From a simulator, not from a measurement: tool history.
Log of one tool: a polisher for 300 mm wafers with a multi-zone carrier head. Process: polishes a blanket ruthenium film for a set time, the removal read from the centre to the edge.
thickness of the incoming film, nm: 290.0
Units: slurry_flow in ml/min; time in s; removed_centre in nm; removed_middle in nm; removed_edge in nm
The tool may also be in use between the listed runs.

run,hour,slurry_flow,centre_zone,middle_zone,edge_zone,time,removed_centre,removed_middle,removed_edge
1,0,205,1,1,1,61,69.223,71.146,64.835
2,2.6,210,0.98,1.01,1.03,64,71.718,75.431,70.131
3,8,210,0.98,1.09,1.03,64,70.964,80.382,69.675
4,16.2,215,0.97,1.09,1.06,66,73.253,81.918,72.209
5,20.6,240,0.97,1.09,1.06,66,75.122,83.462,73.748
6,27.9,240,0.97,1.09,1.01,66,74.691,83.486,71.33
7,31.7,240,0.97,1.09,1.01,66,73.831,85.009,71.184
8,35.9,235,0.95,1.1,1.04,68,76.062,86.858,74.966
9,44.8,235,0.93,1.11,1.06,69,74.664,89.206,76.508
10,50.4,235,0.92,1.11,1.08,70,75.141,89.44,78.958

Forecast run 11:
11,51.1,235,0.91,1.11,1.1,71,?,?,?

Run 11 gave removed_centre 76.509 nm, removed_middle 92.974 nm, removed_edge 79.809 nm.

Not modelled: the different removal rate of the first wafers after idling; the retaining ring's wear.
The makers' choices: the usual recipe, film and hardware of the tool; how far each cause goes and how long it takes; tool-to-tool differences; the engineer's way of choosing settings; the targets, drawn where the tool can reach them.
